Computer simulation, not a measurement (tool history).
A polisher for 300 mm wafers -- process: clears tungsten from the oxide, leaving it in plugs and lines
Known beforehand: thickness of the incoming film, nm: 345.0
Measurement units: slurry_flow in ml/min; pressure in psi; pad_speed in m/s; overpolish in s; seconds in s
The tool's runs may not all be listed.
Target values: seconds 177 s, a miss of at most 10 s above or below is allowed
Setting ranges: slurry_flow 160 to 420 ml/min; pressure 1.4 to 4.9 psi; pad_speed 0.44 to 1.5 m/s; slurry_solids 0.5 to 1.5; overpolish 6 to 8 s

run  hour  slurry_flow  pressure  pad_speed  slurry_solids  overpolish  seconds
  1     0          270       3.1       0.96              1           8   116.72
  2   3.6          270       2.4       0.96              1           8   146.68
  3  10.5          325       2.4       0.96              1           8   139.73
  4  13.9          325       2.4       1.12              1           8   122.15
     18.1  -- head pressure recalibrated
  5  18.1          325       2.1        1.1              1           8   126.23
  6  24.4          325       2.1        1.1              1           6    126.7
  7  32.3          320       1.4       0.98              1           6   210.35
  8  34.8          325       1.5       0.98              1           6   200.12
  9  40.2          325       1.6       0.98              1           6    190.9

Which single option among these 4 for the next run brings every result within its allowed miss of target? Just one does.
  A  45.6          275       1.6        0.8           1.15           6        ?
  B  45.6          360       1.4          1           0.95           8        ?
  C  45.6          305       1.8       0.98           0.75           8        ?
  D  45.6          305       1.4       1.04           1.05           6        ?

move  seconds
   A   229.02
   B   212.69
   C   181.57
   D    203.3
A: further off than the last run
B: further off than the last run
C: in spec on every target
D: further off than the last run
So the answer is move C, the one that meets all the targets.
